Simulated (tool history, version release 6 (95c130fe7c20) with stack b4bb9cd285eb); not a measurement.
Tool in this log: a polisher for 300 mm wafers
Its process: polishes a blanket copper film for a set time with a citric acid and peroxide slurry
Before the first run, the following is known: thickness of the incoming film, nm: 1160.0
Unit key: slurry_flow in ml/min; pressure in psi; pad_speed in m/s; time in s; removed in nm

{"run": 1, "hour": 0.0, "slurry_flow": 260, "pressure": 3.4, "pad_speed": 0.8, "slurry_solids": 1.0, "time": 117, "removed": 234.5}
{"run": 2, "hour": 8.8, "slurry_flow": 310, "pressure": 3.4, "pad_speed": 0.8, "slurry_solids": 1.0, "time": 117, "removed": 237.67}
{"run": 3, "hour": 15.2, "slurry_flow": 310, "pressure": 3.4, "pad_speed": 0.8, "slurry_solids": 1.0, "time": 117, "removed": 237.09}
{"run": 4, "hour": 19.3, "slurry_flow": 310, "pressure": 2.7, "pad_speed": 0.8, "slurry_solids": 1.0, "time": 117, "removed": 191.0}
{"run": 5, "hour": 22.0, "slurry_flow": 310, "pressure": 2.7, "pad_speed": 0.8, "slurry_solids": 1.0, "time": 123, "removed": 200.28}
{"run": 6, "hour": 22.7, "slurry_flow": 310, "pressure": 2.1, "pad_speed": 0.8, "slurry_solids": 1.0, "time": 123, "removed": 159.61}
{"run": 7, "hour": 26.6, "slurry_flow": 305, "pressure": 2.0, "pad_speed": 0.78, "slurry_solids": 1.0, "time": 123, "removed": 145.29}

Run 8, settings as shown, results not yet in. Your forecast:
{"run": 8, "hour": 35.5, "slurry_flow": 295, "pressure": 1.9, "pad_speed": 0.78, "slurry_solids": 1.0, "time": 123, "removed": "?"}

Run 8 produced removed 139.22 nm.
